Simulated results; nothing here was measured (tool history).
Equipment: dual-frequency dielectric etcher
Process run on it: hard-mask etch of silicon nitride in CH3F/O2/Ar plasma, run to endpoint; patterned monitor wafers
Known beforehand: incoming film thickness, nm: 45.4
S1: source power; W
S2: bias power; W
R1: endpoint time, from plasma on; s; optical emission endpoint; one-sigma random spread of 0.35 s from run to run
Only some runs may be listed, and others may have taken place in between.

{"run": 1, "hour": 0.0, "S1": 540, "S2": 91, "R1": 57.607}
{"run": 2, "hour": 0.6, "S1": 540, "S2": 83, "R1": 58.894}
{"run": 3, "hour": 2.6, "S1": 510, "S2": 82, "R1": 60.464}
{"run": 4, "hour": 6.4, "S1": 480, "S2": 81, "R1": 61.489}
{"run": 5, "hour": 12.8, "S1": 460, "S2": 80, "R1": 62.595}
{"run": 6, "hour": 17.4, "S1": 510, "S2": 80, "R1": 60.408}
{"run": 7, "hour": 26.1, "S1": 480, "S2": 79, "R1": 61.807}
{"run": 8, "hour": 27.6, "S1": 460, "S2": 78, "R1": 62.687}

Expected results for the next run?
{"run": 9, "hour": 29.3, "S1": 440, "S2": 77, "R1": "?"}

{"run 9": {"R1": 64.891}}
